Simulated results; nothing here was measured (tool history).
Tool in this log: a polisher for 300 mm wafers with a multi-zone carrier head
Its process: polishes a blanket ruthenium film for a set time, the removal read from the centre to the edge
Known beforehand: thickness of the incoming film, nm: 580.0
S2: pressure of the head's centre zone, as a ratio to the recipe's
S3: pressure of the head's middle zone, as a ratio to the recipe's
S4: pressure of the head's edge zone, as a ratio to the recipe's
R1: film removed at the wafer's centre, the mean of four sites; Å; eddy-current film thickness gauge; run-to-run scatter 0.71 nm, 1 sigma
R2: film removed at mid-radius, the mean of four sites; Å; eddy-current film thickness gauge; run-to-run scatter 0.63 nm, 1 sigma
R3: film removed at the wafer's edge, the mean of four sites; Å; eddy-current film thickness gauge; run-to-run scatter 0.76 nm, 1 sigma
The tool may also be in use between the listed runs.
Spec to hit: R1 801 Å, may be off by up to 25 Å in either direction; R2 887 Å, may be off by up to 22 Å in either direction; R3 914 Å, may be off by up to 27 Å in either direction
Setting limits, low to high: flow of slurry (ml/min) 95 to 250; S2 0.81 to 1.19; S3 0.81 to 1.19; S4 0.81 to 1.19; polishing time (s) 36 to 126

run 1 hour=0 | flow_of_slurry_(ml/min)=160 S2=1 S3=1 S4=1 polishing_time_(s)=81 | R1=1000.3 R2=971.1 R3=977.53
run 2 hour=2.5 | flow_of_slurry_(ml/min)=160 S2=1 S3=0.95 S4=1 polishing_time_(s)=81 | R1=970.9 R2=939.72 R3=976.87
run 3 hour=10 | flow_of_slurry_(ml/min)=125 S2=1 S3=0.95 S4=1 polishing_time_(s)=81 | R1=939.02 R2=905.19 R3=947.54
run 4 hour=14.3 | flow_of_slurry_(ml/min)=120 S2=0.97 S3=0.95 S4=1 polishing_time_(s)=81 | R1=910.38 R2=884.08 R3=931.59
run 5 hour=23.1 | flow_of_slurry_(ml/min)=115 S2=0.94 S3=0.97 S4=1.01 polishing_time_(s)=81 | R1=864.28 R2=901.46 R3=948.54
run 6 hour=30.9 | flow_of_slurry_(ml/min)=115 S2=0.94 S3=0.97 S4=1.01 polishing_time_(s)=88 | R1=935.43 R2=973.63 R3=1023
run 7 hour=32.3 | flow_of_slurry_(ml/min)=110 S2=0.92 S3=0.96 S4=0.98 polishing_time_(s)=87 | R1=902.31 R2=949.74 R3=987.83
run 8 hour=39.3 | flow_of_slurry_(ml/min)=110 S2=0.9 S3=0.95 S4=0.96 polishing_time_(s)=87 | R1=878.76 R2=946.17 R3=998.85
run 9 hour=43.6 | flow_of_slurry_(ml/min)=110 S2=0.9 S3=0.95 S4=0.94 polishing_time_(s)=86 | R1=869.55 R2=923.99 R3=973.98
run 10 hour=46.4 | flow_of_slurry_(ml/min)=110 S2=0.89 S3=0.95 S4=0.92 polishing_time_(s)=85 | R1=839.79 R2=917.58 R3=940.92
run 11 hour=54.2 | flow_of_slurry_(ml/min)=105 S2=0.89 S3=0.95 S4=0.91 polishing_time_(s)=85 | R1=844.42 R2=913.19 R3=937.35
run 12 hour=56.8 | flow_of_slurry_(ml/min)=105 S2=0.89 S3=0.95 S4=0.91 polishing_time_(s)=85 | R1=839.19 R2=911.18 R3=929.29
run 13 hour=63.6 | flow_of_slurry_(ml/min)=105 S2=0.88 S3=0.95 S4=0.91 polishing_time_(s)=85 | R1=821.93 R2=904.2 R3=922.49

Consider the 5 candidate settings below. Which is the only one whose results all fall within their allowed miss of target?
run A hour=70.4 | flow_of_slurry_(ml/min)=100 S2=0.92 S3=0.96 S4=0.89 polishing_time_(s)=85 | R1=? R2=? R3=?
run B hour=70.4 | flow_of_slurry_(ml/min)=100 S2=0.86 S3=0.97 S4=0.9 polishing_time_(s)=87 | R1=? R2=? R3=?
run C hour=70.4 | flow_of_slurry_(ml/min)=130 S2=0.85 S3=0.93 S4=0.89 polishing_time_(s)=81 | R1=? R2=? R3=?
run D hour=70.4 | flow_of_slurry_(ml/min)=105 S2=0.87 S3=0.97 S4=0.88 polishing_time_(s)=87 | R1=? R2=? R3=?
run E hour=70.4 | flow_of_slurry_(ml/min)=125 S2=0.82 S3=0.95 S4=0.99 polishing_time_(s)=83 | R1=? R2=? R3=?

move=A R1=845.29 R2=904.19 R3=932.41
move=B R1=808.33 R2=932.15 R3=957.85
move=C R1=791.34 R2=891.22 R3=923.21
move=D R1=828.09 R2=942.29 R3=957.78
move=E R1=775.43 R2=919.24 R3=976.27
A: the biggest miss grows against the last run
B: brings the last run's worst result on target, with another outside its allowed miss
C: hits every target within its allowed miss
D: the biggest miss grows against the last run
E: takes the result that was furthest off past its target
C meets every target.
